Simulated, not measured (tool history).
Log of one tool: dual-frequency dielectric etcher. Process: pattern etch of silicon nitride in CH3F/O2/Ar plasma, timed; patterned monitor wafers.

run  hour  source power (kW)  bias power (kW)  etch time (s)  mean etch depth across the wafer (Å)
  1     0               0.52            0.059             69                                507.35
  2   0.8               0.52             0.05             69                                459.65
  3   6.6               0.55            0.052             69                                483.73
  4  13.2               0.58            0.053             69                                496.44
  5  17.1                0.6            0.054             69                                507.81
  6  20.6               0.62            0.055             69                                520.56
  7  22.7               0.63            0.056             69                                525.03
  8  29.9               0.64            0.057             69                                535.34
  9  37.4               0.65            0.058             69                                 544.2
 10  38.6               0.66            0.059             69                                549.99
 11    42               0.67             0.06             69                                551.66

Run 12 comes next. What will it give?
 12  46.8               0.68            0.061             69                                     ?

mean etch depth across the wafer (Å): 564.95
